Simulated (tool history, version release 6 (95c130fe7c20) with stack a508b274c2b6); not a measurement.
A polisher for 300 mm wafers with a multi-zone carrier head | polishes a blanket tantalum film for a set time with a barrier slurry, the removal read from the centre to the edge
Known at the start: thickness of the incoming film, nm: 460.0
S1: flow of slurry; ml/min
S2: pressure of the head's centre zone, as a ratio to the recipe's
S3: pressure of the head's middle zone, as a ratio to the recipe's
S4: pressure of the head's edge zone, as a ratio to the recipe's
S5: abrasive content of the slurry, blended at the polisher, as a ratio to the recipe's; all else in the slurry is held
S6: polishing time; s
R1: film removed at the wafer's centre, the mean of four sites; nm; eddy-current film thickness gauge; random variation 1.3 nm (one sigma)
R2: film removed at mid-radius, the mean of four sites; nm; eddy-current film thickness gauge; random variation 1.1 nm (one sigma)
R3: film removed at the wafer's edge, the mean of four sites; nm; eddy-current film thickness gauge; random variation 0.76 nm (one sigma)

run	hour	S1	S2	S3	S4	S5	S6	R1	R2	R3
1	0	200	1	1	1	1	46	86.141	87.111	81.966
2	2.2	200	1	1	1	1	39	71.518	73.533	68.863
3	4.3	200	1	1	1	1.15	39	75.507	77.448	71.388
4	13.1	230	1	1	1	1.15	39	75.735	78.052	72.861
5	20.7	235	1.01	0.99	1.04	1.2	40	81.101	80.037	76.52
6	22.4	235	1.01	0.99	1.01	1.2	40	81.621	81.124	75.779
7	24.4	235	1.01	0.99	1.01	1.2	40	79.668	80.136	75.216
8	30.8	240	1.01	0.98	1.05	1.25	41	83.105	83.64	79.28
9	35	245	1.02	0.95	1.08	1.3	42	86.517	83.538	83.21

Run 10 comes next. What will it give?
10	41.5	245	1.03	0.94	1.1	1.35	43	?	?	?

{"run 10": {"R1": 89.189, "R2": 86.41, "R3": 88.302}}
